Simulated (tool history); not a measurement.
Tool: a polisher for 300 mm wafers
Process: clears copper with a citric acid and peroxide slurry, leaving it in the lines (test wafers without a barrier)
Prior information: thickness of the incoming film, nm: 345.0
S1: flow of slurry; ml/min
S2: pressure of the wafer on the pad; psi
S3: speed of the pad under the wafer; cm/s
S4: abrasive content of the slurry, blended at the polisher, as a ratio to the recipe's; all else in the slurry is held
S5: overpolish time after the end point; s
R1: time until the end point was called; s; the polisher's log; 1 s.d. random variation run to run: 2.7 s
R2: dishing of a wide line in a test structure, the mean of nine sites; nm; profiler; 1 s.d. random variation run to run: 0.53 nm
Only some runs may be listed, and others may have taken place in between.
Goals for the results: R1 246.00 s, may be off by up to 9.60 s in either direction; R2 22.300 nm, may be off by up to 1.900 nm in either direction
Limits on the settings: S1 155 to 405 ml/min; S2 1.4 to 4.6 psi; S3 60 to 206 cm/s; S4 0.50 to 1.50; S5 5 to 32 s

run,hour,S1,S2,S3,S4,S5,R1,R2
1,0.0,260,3.0,132,1.00,16,111.32,36.310
2,6.2,260,2.7,126,1.00,17,130.22,34.245
3,11.0,260,2.5,122,1.00,17,140.39,30.092
4,13.6,260,2.5,94,1.00,17,174.56,24.626
5,19.2,260,2.3,94,1.00,18,194.53,24.095
6,20.0,260,2.3,94,1.00,24,189.91,32.255
7,28.7,260,2.2,94,1.00,24,198.88,30.335
8,31.5,260,2.1,94,1.00,24,212.39,28.982
9,38.6,260,2.0,94,1.00,24,219.62,28.853
10,42.3,260,2.0,94,1.00,23,218.51,26.146
11,48.1,260,1.6,94,1.00,22,269.32,21.479

Exercise: of the 5 proposed moves below, exactly one satisfies all targets within the stated allowed misses. Which move is it?
A,53.9,295,1.4,100,0.75,23,?,?
B,53.9,280,2.2,68,1.45,19,?,?
C,53.9,260,1.7,110,1.00,25,?,?
D,53.9,280,1.9,86,0.90,21,?,?
E,53.9,280,1.5,106,1.15,28,?,?

move,R1,R2
A,308.02,19.955
B,233.90,21.884
C,226.47,28.559
D,251.16,22.362
E,252.21,28.535
A: moves away from the targets compared with the last run
B: moves the result that the last run missed by most past its target, out the other side
C: moves the result that the last run missed by most past its target, out the other side
D: every result lands within tolerance
E: puts the biggest miss on target and leaves a different result outside tolerance
Answer: D
